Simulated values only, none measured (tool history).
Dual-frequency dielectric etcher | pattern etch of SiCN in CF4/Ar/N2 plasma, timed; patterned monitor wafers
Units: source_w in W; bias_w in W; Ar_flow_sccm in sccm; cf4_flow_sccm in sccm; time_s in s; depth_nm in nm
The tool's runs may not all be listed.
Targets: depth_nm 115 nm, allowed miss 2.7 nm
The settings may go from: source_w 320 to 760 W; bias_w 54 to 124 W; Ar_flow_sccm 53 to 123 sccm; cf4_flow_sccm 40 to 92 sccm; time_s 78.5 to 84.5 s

run  hour  source_w  bias_w  Ar_flow_sccm  cf4_flow_sccm  time_s  depth_nm
  1     0       540      89            88             66    84.5    89.643
  2   8.9       540      89            88             55    84.5    88.517
  3  11.2       590      90            88             55    84.5    95.243
  4  13.9       630      91            88             55    84.5    101.48
  5    19       650      91            88             55    84.5    104.58
  6  26.6       650      77            88             55    84.5    99.879
  7  31.7       680      78            88             55    84.5    102.41
  8  40.6       700      79            88             55    84.5     106.7
  9  44.7       710      79            88             55    84.5     106.9
 10  48.9       720      80            88             55    84.5    109.16
 11  51.1       720      80            88             55    84.5    108.13
 12  54.6       730      81            88             55    84.5     111.1
     63.4  -- source power generator calibrated
 13  63.4       740      81            88             55    84.5    108.44

4 next moves are on the table. One of them brings every result within its allowed miss. Which?
  A  72.2       760      84            86             58    84.5         ?
  B  72.2       680      83            81             50    78.5         ?
  C  72.2       760      75            95             53    78.5         ?
  D  72.2       760      71           100             52    84.5         ?

move  depth_nm
   A    114.49
   B    96.136
   C    99.538
   D    103.93
A: meets every target
B: further off than the last run
C: further off than the last run
D: further off than the last run
The right move is A.
